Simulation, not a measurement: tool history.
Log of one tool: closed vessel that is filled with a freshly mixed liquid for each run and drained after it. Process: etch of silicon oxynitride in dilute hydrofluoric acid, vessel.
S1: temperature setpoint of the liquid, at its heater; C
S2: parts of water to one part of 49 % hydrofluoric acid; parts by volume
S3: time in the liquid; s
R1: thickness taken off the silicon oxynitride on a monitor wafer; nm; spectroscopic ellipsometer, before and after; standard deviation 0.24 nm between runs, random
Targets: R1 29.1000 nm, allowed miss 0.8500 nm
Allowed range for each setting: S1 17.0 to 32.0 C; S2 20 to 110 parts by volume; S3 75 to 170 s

| run | hour | S1 | S2 | S3 | R1 |
|---|---|---|---|---|---|
| 1 | 0.0 | 24.0 | 60 | 170 | 8.6411 |
| 2 | 2.1 | 24.0 | 60 | 170 | 8.7178 |
| 3 | 7.4 | 24.0 | 70 | 170 | 7.2987 |
| 4 | 15.6 | 25.5 | 60 | 170 | 9.0797 |
| 5 | 19.9 | 27.0 | 50 | 170 | 12.0420 |
| 6 | 28.6 | 28.0 | 45 | 170 | 14.0560 |
| 7 | 31.4 | 29.0 | 40 | 170 | 16.8960 |
| 8 | 35.4 | 32.0 | 20 | 170 | 38.8420 |
| 9 | 44.3 | 31.0 | 20 | 170 | 37.2240 |
| 10 | 47.9 | 30.0 | 20 | 170 | 35.4390 |
| 11 | 48.8 | 29.0 | 20 | 170 | 33.9170 |
| 12 | 53.9 | 29.0 | 20 | 170 | 34.0830 |
| 13 | 55.7 | 28.0 | 20 | 170 | 32.9140 |
| 14 | 57.6 | 27.5 | 20 | 170 | 31.4280 |
| 15 | 63.4 | 27.0 | 20 | 170 | 30.5960 |
| 16 | 65.8 | 26.5 | 20 | 170 | 30.3290 |

Below are 5 possible settings for the next run. Only one of them brings all results inside the allowed miss of their targets. Which is it?
| A | 68.2 | 27.5 | 20 | 155 | ? |
| B | 68.2 | 28.0 | 20 | 165 | ? |
| C | 68.2 | 29.0 | 20 | 165 | ? |
| D | 68.2 | 27.0 | 20 | 170 | ? |
| E | 68.2 | 25.5 | 20 | 160 | ? |

| move | R1 |
|---|---|
| A | 28.7630 |
| B | 31.3710 |
| C | 32.9240 |
| D | 30.7870 |
| E | 26.9190 |
A: hits every target within its allowed miss
B: misses by more than the last run did
C: misses by more than the last run did
D: misses by more than the last run did
E: the result that was furthest off in the last run now lies on the other side of its target
The move that meets every target is A.
